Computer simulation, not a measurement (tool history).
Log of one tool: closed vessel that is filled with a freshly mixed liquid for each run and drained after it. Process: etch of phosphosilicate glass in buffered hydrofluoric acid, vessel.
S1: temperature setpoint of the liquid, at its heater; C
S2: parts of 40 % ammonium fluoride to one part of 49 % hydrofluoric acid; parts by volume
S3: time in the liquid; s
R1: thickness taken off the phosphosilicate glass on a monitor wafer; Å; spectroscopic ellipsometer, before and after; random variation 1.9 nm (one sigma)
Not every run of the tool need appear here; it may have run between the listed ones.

run 1 hour=0 | S1=23 S2=18 S3=30 | R1=1502.6
run 2 hour=7.7 | S1=25 S2=17 S3=30 | R1=1754.2
run 3 hour=10.3 | S1=25 S2=17 S3=30 | R1=1759.7
run 4 hour=13.1 | S1=25 S2=12.5 S3=30 | R1=2414.9
run 5 hour=17.5 | S1=25.5 S2=12.5 S3=30 | R1=2424.8
run 6 hour=24.7 | S1=22 S2=12.5 S3=30 | R1=2011.3
run 7 hour=26.8 | S1=23 S2=12.5 S3=30 | R1=2136.8
run 8 hour=31.6 | S1=24 S2=12.5 S3=30 | R1=2225.8
run 9 hour=32.7 | S1=25 S2=12.5 S3=30 | R1=2411.1

What does the tool deliver on the next run?
run 10 hour=40.7 | S1=25.5 S2=12.5 S3=30 | R1=?

Run 10 came out at R1 2452.1 Å.
